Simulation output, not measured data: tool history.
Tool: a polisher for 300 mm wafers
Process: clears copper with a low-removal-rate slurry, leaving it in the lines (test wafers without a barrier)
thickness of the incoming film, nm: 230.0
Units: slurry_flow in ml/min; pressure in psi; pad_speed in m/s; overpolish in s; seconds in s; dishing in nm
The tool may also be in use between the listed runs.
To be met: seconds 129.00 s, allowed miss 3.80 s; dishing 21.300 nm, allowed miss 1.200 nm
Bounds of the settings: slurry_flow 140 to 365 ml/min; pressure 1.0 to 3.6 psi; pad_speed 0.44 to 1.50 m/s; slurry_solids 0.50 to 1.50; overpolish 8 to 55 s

run	hour	slurry_flow	pressure	pad_speed	slurry_solids	overpolish	seconds	dishing
1	0.0	235	2.3	0.96	1.00	28	103.70	37.768
2	9.0	235	2.1	0.96	1.00	28	114.64	33.349
3	12.0	235	2.0	0.96	1.00	26	118.84	30.772
4	14.1	270	2.0	0.96	1.00	26	118.15	31.563
5	18.0	270	2.0	0.96	1.00	24	117.58	29.281
6	22.0	270	2.0	0.96	1.00	34	117.93	38.007
7	28.9	270	1.9	0.96	1.00	30	122.77	34.172
8	30.8	270	1.9	0.96	1.00	27	122.93	30.986
9	32.2	270	1.9	0.96	1.00	25	123.56	28.954
10	41.2	270	1.9	0.96	1.00	23	121.52	27.896
11	42.8	260	1.7	0.96	1.00	12	138.53	14.712
12	49.8	265	1.7	0.96	1.00	13	137.73	15.371
13	56.8	270	1.7	0.96	1.00	14	138.17	16.916
14	59.2	305	1.9	0.96	1.00	20	124.53	25.445
15	66.5	295	1.9	0.96	1.00	20	122.45	23.991
16	71.0	260	1.8	0.96	1.00	19	129.80	22.423

4 next moves are on the table. One of them brings every result within its allowed miss. Which?
A	75.5	245	1.9	0.90	1.00	20	?	?
B	75.5	185	1.8	1.08	0.70	22	?	?
C	75.5	305	1.6	1.10	0.95	17	?	?
D	75.5	250	1.8	0.98	0.95	22	?	?

move	seconds	dishing
A	134.59	23.121
B	129.91	25.545
C	129.84	20.640
D	131.65	25.281
A: further off than the last run
B: further off than the last run
C: meets every target
D: further off than the last run
The right move is C.

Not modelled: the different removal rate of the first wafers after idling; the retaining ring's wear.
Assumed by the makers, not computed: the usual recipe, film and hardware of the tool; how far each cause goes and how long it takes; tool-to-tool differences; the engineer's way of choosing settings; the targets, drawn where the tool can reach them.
